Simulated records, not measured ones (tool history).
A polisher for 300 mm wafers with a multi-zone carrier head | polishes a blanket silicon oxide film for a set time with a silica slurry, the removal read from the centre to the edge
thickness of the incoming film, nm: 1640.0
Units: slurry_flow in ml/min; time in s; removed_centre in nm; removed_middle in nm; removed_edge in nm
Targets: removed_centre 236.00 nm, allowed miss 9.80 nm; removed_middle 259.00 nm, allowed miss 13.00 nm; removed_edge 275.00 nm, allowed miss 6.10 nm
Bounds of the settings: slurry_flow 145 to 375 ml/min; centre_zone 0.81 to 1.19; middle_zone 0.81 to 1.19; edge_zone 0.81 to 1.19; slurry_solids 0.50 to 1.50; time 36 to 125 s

run  hour  slurry_flow  centre_zone  middle_zone  edge_zone  slurry_solids  time  removed_centre  removed_middle  removed_edge
  1   0.0          240         1.00         1.00       1.00           1.00    80          308.84          319.66        326.73
  2   1.1          240         1.00         1.08       1.00           1.00    80          310.20          333.88        324.05
  3   8.6          205         1.00         1.08       1.00           1.00    80          301.86          323.03        320.25
  4  14.4          190         0.98         1.05       0.98           0.95    80          281.49          305.44        302.59
  5  15.5          180         0.96         1.01       0.97           0.95    80          274.95          296.75        304.16
  6  20.1          180         0.99         1.01       0.97           0.95    80          283.11          294.01        303.08
  7  24.7          170         0.97         0.99       0.95           0.95    80          271.05          288.16        298.98
  8  33.2          165         0.96         0.97       0.93           0.95    80          271.06          282.78        292.61
  9  35.5          160         0.94         0.95       0.92           0.95    80          262.57          282.03        290.74
 10  38.2          155         0.93         0.93       0.91           0.95    80          259.35          268.33        287.83
 11  44.8          155         0.91         0.93       0.90           0.95    80          250.89          270.67        285.25
 12  46.0          155         0.90         0.92       0.89           0.95    80          247.95          265.89        283.29
 13  48.4          155         0.89         0.92       0.88           0.95    80          252.44          267.16        286.18
 14  54.2          155         0.88         0.92       0.87           0.95    80          247.56          280.47        283.96
 15  57.7          155         0.88         0.91       0.87           0.95    80          245.45          265.30        282.37
 16  63.6          155         0.87         0.91       0.86           0.95    80          241.91          267.33        280.23
 17  69.1          155         0.87         0.90       0.86           0.95    80          238.81          257.72        279.20
     70.3  -- centre zone pressure recalibrated
 18  70.3          155         0.87         0.90       0.85           0.95    80          255.65          266.29        277.56
 19  75.2          155         0.86         0.90       0.85           0.95    80          258.92          264.44        280.26
 20  79.2          150         0.85         0.91       0.86           0.95    80          248.67          267.54        279.21
 21  88.2          150         0.85         0.91       0.86           0.95    80          243.13          265.52        279.93
 22  91.2          150         0.84         0.91       0.86           0.95    80          246.58          271.62        281.29

5 next moves are on the table. One of them brings every result within its allowed miss. Which?
  A  94.2          145         0.81         1.00       1.00           1.05    72               ?               ?             ?
  B  94.2          145         0.81         0.83       0.91           0.95    80               ?               ?             ?
  C  94.2          145         0.81         1.04       0.95           0.85    85               ?               ?             ?
  D  94.2          165         0.84         1.00       0.88           1.10    73               ?               ?             ?
  E  94.2          150         0.84         0.92       0.88           1.25    67               ?               ?             ?

move  removed_centre  removed_middle  removed_edge
   A          224.92          271.40        285.49
   B          235.61          243.82        287.03
   C          233.51          291.22        288.98
   D          247.69          287.44        283.34
   E          238.39          258.55        274.63
A: takes the result that was furthest off past its target
B: brings the result that was furthest off to its target, and leaves another outside
C: brings the result that was furthest off to its target, and leaves another outside
D: further off than the last run
E: meets every target
Answer: E

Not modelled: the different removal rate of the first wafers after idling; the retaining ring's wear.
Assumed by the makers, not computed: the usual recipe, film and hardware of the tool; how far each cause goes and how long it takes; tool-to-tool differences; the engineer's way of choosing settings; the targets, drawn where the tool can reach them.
